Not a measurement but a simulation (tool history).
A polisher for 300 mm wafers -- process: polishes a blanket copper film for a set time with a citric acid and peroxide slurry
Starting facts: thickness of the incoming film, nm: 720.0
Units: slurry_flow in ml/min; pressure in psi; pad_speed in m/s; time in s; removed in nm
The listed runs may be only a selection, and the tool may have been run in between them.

run  hour  slurry_flow  pressure  pad_speed  slurry_solids  time  removed
  1     0          280       2.8       1.14              1    47   92.843
  2   3.8          280       2.9       1.14              1    47   97.409
  3   8.5          280       2.9       1.14            0.8    47   95.258
  4  10.4          280         3       1.14            0.8    47   98.705
  5  16.8          280       3.1       1.14            0.8    47   99.891
  6  20.7          280       3.2       1.14            0.8    47   103.89
  7  24.7          280       3.3       1.14            0.8    47   104.28

Forecast run 8:
  8  31.1          285         4       1.16            0.8    47        ?

For run 8 the tool returned removed 129.94 nm.
